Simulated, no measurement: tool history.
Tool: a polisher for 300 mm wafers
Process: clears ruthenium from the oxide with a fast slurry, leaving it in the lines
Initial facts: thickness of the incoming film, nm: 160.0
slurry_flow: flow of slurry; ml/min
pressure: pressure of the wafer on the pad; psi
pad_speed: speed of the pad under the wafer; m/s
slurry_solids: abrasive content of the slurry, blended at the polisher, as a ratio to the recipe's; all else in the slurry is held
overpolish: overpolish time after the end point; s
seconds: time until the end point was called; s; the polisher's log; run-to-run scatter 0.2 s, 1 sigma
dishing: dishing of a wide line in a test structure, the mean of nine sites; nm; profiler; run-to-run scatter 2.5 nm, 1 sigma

| run | hour | slurry_flow | pressure | pad_speed | slurry_solids | overpolish | seconds | dishing |
|---|---|---|---|---|---|---|---|---|
| 1 | 0.0 | 135 | 2.5 | 1.22 | 1.0 | 19 | 30.539 | 71.212 |
| 2 | 1.4 | 135 | 2.5 | 0.96 | 1.0 | 19 | 38.275 | 60.533 |
| 3 | 2.4 | 140 | 2.8 | 0.98 | 1.0 | 19 | 34.676 | 63.488 |
| 4 | 10.5 | 140 | 2.8 | 0.98 | 1.1 | 19 | 33.063 | 69.745 |
| 5 | 16.3 | 140 | 3.3 | 0.98 | 1.1 | 19 | 29.489 | 70.664 |
| 6 | 23.2 | 145 | 3.4 | 1.04 | 1.1 | 20 | 27.125 | 81.470 |
| 7 | 26.0 | 145 | 3.5 | 1.08 | 1.1 | 20 | 25.438 | 85.026 |

Predict the results of run 8:
| 8 | 30.9 | 145 | 3.6 | 1.12 | 1.1 | 20 | ? | ? |

Run 8 came out at seconds 24.073 s, dishing 91.888 nm.
